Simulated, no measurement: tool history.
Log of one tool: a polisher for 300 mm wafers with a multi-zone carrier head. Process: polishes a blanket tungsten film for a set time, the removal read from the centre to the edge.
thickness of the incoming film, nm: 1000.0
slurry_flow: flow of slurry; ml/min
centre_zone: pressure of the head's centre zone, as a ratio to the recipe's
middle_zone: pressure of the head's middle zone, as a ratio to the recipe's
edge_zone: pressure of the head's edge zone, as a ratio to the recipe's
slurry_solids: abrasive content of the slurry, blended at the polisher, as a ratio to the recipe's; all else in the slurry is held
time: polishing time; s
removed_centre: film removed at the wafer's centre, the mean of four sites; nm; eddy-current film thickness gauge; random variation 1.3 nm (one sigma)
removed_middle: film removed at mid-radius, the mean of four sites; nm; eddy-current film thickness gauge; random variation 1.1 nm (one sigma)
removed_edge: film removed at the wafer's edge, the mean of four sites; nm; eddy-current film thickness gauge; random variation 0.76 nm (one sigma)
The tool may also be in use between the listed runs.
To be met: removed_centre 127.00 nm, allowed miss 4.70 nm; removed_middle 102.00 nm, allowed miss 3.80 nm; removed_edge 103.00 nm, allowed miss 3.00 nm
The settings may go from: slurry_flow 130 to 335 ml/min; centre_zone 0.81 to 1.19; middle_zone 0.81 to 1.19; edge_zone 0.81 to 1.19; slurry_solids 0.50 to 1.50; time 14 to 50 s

run	hour	slurry_flow	centre_zone	middle_zone	edge_zone	slurry_solids	time	removed_centre	removed_middle	removed_edge
1	0.0	215	1.00	1.00	1.00	1.00	32	163.17	160.73	161.73
2	5.0	215	1.00	1.00	1.05	1.00	32	161.41	161.50	167.87
3	13.8	210	1.02	0.97	0.99	0.85	30	148.98	141.34	146.50
4	21.1	210	1.02	0.97	0.99	0.85	25	124.24	119.04	122.57
5	24.2	210	0.97	0.97	0.99	0.85	25	117.32	117.90	120.07
6	29.3	210	0.93	0.97	0.99	0.85	25	112.39	119.40	120.61
7	34.6	205	0.98	0.95	0.94	0.80	25	117.43	113.19	115.84
8	41.3	200	1.01	0.94	0.90	0.75	25	118.92	111.63	113.06
9	43.0	200	1.05	0.93	0.87	0.70	25	123.23	109.11	109.43
10	45.6	195	1.07	0.92	0.85	0.70	25	121.78	106.55	108.58

4 next moves are on the table. One of them brings every result within its allowed miss. Which?
A	48.2	190	0.99	0.86	0.84	0.75	26	?	?	?
B	48.2	165	1.00	0.89	0.90	0.75	27	?	?	?
C	48.2	235	1.06	0.96	0.83	0.55	25	?	?	?
D	48.2	145	1.17	0.95	0.85	0.55	26	?	?	?

move	removed_centre	removed_middle	removed_edge
A	121.66	105.34	113.54
B	125.44	110.76	120.19
C	118.77	104.82	101.90
D	128.63	102.44	103.01
A: further off than the last run
B: further off than the last run
C: brings the result that was furthest off to its target, and leaves another outside
D: meets every target
Answer: D
